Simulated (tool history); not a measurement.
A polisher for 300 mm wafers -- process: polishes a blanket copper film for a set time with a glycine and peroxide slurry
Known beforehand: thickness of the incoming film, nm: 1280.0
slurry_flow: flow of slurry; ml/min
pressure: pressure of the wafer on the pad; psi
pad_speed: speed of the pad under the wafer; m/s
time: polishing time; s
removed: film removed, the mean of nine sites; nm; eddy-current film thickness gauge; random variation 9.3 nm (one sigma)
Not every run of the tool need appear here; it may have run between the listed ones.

| run | hour | slurry_flow | pressure | pad_speed | time | removed |
|---|---|---|---|---|---|---|
| 1 | 0.0 | 210 | 3.0 | 1.06 | 105 | 562.44 |
| 2 | 1.4 | 165 | 3.0 | 1.06 | 105 | 549.16 |
| 3 | 2.2 | 165 | 3.3 | 1.08 | 105 | 586.24 |
| 4 | 5.9 | 165 | 3.3 | 1.08 | 110 | 624.90 |
|  | 13.1 | slurry nozzle cleaned |
| 5 | 13.1 | 170 | 3.5 | 1.08 | 110 | 716.24 |
| 6 | 21.1 | 145 | 3.5 | 1.08 | 110 | 700.22 |

Estimate the outcome of run 7 from the log above:
| 7 | 24.0 | 145 | 3.6 | 1.08 | 110 | ? |

removed: 712.66 nm
